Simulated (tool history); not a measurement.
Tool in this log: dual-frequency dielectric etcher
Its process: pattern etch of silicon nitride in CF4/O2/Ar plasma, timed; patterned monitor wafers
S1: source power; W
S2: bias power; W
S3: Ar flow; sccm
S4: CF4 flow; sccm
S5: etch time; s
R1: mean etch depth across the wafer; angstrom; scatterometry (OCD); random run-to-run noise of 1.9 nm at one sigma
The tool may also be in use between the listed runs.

{"run": 1, "day": 0.0, "S1": 640, "S2": 58, "S3": 138, "S4": 132, "S5": 229, "R1": 5677.8}
{"run": 2, "day": 0.071, "S1": 700, "S2": 59, "S3": 138, "S4": 132, "S5": 229, "R1": 6156.8}
{"run": 3, "day": 0.396, "S1": 750, "S2": 60, "S3": 138, "S4": 132, "S5": 229, "R1": 6586.4}
{"run": 4, "day": 0.7, "S1": 780, "S2": 60, "S3": 138, "S4": 132, "S5": 229, "R1": 6804.9}
{"run": 5, "day": 0.996, "S1": 810, "S2": 60, "S3": 138, "S4": 132, "S5": 229, "R1": 7006.1}
{"run": 6, "day": 1.288, "S1": 830, "S2": 60, "S3": 138, "S4": 132, "S5": 229, "R1": 7183.4}

Expected results for the next run?
{"run": 7, "day": 1.388, "S1": 840, "S2": 60, "S3": 138, "S4": 132, "S5": 229, "R1": "?"}

{"run 7": {"R1": 7218.6}}
